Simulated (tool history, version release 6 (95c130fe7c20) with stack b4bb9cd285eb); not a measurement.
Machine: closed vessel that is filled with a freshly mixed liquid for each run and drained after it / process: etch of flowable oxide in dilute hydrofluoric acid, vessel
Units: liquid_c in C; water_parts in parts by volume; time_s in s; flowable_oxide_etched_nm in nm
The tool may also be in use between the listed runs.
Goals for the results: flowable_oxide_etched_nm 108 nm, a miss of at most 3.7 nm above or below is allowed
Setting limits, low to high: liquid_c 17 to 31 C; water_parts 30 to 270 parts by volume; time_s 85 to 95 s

run	hour	liquid_c	water_parts	time_s	flowable_oxide_etched_nm
1	0	23	150	85	26.908
2	4.1	23	105	85	39.714
3	7.7	23	70	85	61.965
4	9.3	23	50	85	91.078
5	15	24	50	85	94.734
6	23.4	24.5	50	85	96.742
7	32.2	25	50	85	97.112
8	39.5	28	45	85	124.16
9	43.6	27.5	45	85	123.36
10	51.2	23.5	50	85	92.255
11	57.2	24.5	50	85	96.387
12	60.5	25	50	85	97.288
13	66.7	25.5	50	85	101.95
14	70.3	25.5	50	85	98.381

Below are 5 possible settings for the next run. Only one of them brings all results inside the allowed miss of their targets. Which is it?
A	73.9	24	40	85	?
B	73.9	23.5	45	95	?
C	73.9	25	45	90	?
D	73.9	29	70	90	?
E	73.9	27.5	50	85	?

move	flowable_oxide_etched_nm
A	119.66
B	115.67
C	116.57
D	84.868
E	108.88
A: takes the biggest miss from the last run beyond its target
B: takes the biggest miss from the last run beyond its target
C: takes the biggest miss from the last run beyond its target
D: misses by more than the last run did
E: every result within its allowed miss
E meets every target.
